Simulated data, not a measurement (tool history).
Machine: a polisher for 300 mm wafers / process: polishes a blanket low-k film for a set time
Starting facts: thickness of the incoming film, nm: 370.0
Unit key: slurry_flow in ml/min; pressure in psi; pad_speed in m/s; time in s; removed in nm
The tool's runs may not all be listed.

run	hour	slurry_flow	pressure	pad_speed	slurry_solids	time	removed
1	0	205	1.6	0.92	1	39	9.5466
2	4.2	200	1.6	0.92	1	39	9.5215
3	7	200	1.9	0.92	1	39	11.221
4	9.6	200	1.9	0.92	0.9	39	10.974
5	15.5	195	1.8	0.92	0.9	39	10.348
6	18.7	195	1.8	0.92	0.8	39	9.9983
7	26.6	195	1.7	0.92	0.8	39	9.4833
8	29.4	185	1.4	0.92	0.8	39	7.7946

What does the tool deliver on the next run?
9	36.4	180	1.4	0.92	0.8	39	?

{"run 9": {"removed": 7.7723}}
